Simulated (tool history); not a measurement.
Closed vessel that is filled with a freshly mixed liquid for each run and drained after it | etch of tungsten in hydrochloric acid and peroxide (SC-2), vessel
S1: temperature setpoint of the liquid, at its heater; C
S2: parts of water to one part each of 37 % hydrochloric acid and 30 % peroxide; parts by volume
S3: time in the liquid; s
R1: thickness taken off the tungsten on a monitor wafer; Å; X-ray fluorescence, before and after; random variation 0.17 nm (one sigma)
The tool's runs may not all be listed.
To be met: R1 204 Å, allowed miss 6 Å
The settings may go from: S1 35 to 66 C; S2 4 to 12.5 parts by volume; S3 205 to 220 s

run,hour,S1,S2,S3,R1
1,0,50,7,205,435.98
2,6.4,48,7,205,383.67
3,15,43.5,7,205,277.1
4,16.2,43.5,5,205,356.4
5,24.7,42,5,205,322.13
6,32.3,40.5,5,205,292.19
7,39.9,39.5,5,205,273.43
8,48.5,38.5,5,205,253.77
9,49.3,38,5,205,244.86
10,57.1,37.5,5,205,234.99
11,65.7,37,5,205,226.58
12,71.1,36.5,5,205,217.3
13,77.5,36.5,5,205,221.45
14,83.3,36.5,5,205,222.29

5 next moves are on the table. One of them brings every result within its allowed miss. Which?
A,89.1,39.5,6,220,?
B,89.1,38.5,6,205,?
C,89.1,38.5,7,210,?
D,89.1,40.5,7,220,?
E,89.1,38,5,210,?

move,R1
A,255.59
B,221.74
C,201.91
D,243.91
E,250.44
A: further off than the last run
B: as far off as the last run
C: meets every target
D: further off than the last run
E: further off than the last run
Move C is the one to make.
